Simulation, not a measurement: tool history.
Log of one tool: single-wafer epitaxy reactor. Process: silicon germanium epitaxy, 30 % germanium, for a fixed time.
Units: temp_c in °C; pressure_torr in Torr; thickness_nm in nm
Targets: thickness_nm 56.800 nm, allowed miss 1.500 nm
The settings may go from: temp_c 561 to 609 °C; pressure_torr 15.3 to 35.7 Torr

run 1 day=0.000 | temp_c=585 pressure_torr=25.5 | thickness_nm=45.055
run 2 day=0.038 | temp_c=585 pressure_torr=29.4 | thickness_nm=48.180
run 3 day=0.388 | temp_c=585 pressure_torr=31.6 | thickness_nm=50.292
run 4 day=0.746 | temp_c=585 pressure_torr=33.2 | thickness_nm=51.197
run 5 day=0.875 | temp_c=587 pressure_torr=33.3 | thickness_nm=53.065
run 6 day=0.971 | temp_c=587 pressure_torr=30.9 | thickness_nm=51.015
run 7 day=1.054 | temp_c=589 pressure_torr=31.0 | thickness_nm=52.612
run 8 day=1.304 | temp_c=590 pressure_torr=31.1 | thickness_nm=54.525
run 9 day=1.467 | temp_c=591 pressure_torr=31.1 | thickness_nm=54.750

Which of these 5 next moves meets every target?
run A day=1.629 | temp_c=589 pressure_torr=29.8 | thickness_nm=?
run B day=1.629 | temp_c=588 pressure_torr=31.1 | thickness_nm=?
run C day=1.629 | temp_c=589 pressure_torr=35.2 | thickness_nm=?
run D day=1.629 | temp_c=593 pressure_torr=35.7 | thickness_nm=?
run E day=1.629 | temp_c=592 pressure_torr=27.7 | thickness_nm=?

move=A thickness_nm=51.943
move=B thickness_nm=52.155
move=C thickness_nm=56.232
move=D thickness_nm=60.452
move=E thickness_nm=52.660
A: further off than the last run
B: further off than the last run
C: meets every target
D: takes the result that was furthest off past its target
E: further off than the last run
The right move is C.
